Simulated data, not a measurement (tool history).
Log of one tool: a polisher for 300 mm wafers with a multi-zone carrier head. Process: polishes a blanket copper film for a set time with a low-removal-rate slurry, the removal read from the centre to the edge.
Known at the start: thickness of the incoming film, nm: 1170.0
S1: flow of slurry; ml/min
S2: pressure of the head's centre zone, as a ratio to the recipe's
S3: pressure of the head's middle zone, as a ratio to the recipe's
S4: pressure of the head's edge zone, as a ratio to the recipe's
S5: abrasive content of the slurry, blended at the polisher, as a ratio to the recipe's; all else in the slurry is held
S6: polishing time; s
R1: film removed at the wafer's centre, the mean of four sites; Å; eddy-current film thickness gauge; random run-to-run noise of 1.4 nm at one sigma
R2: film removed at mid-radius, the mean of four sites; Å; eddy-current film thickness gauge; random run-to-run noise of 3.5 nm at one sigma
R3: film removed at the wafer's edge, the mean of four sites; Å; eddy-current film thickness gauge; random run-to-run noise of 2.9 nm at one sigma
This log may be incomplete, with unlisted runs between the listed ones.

run,hour,S1,S2,S3,S4,S5,S6,R1,R2,R3
1,0,320,1,1,1,1,47,1717.9,1719.5,1800.7
2,0.6,320,1,0.92,1,1,47,1707.2,1618.2,1812.2
3,2,320,1,0.97,1,1,47,1731.2,1675.3,1809.3
4,9.7,320,1,0.97,1.08,1,47,1721.7,1681.6,1872.8
5,14.3,320,1,0.97,1.08,1,55,2014.9,1976.3,2197.4
6,15.5,325,1,0.99,1.1,1.1,55,2067.7,2112.5,2253.6

Run 7 has not been measured yet. What should we expect?
7,19.5,325,1,0.97,1.12,1.2,56,?,?,?

Run 7 came out at R1 2173.8 Å, R2 2127.5 Å, R3 2421.9 Å.

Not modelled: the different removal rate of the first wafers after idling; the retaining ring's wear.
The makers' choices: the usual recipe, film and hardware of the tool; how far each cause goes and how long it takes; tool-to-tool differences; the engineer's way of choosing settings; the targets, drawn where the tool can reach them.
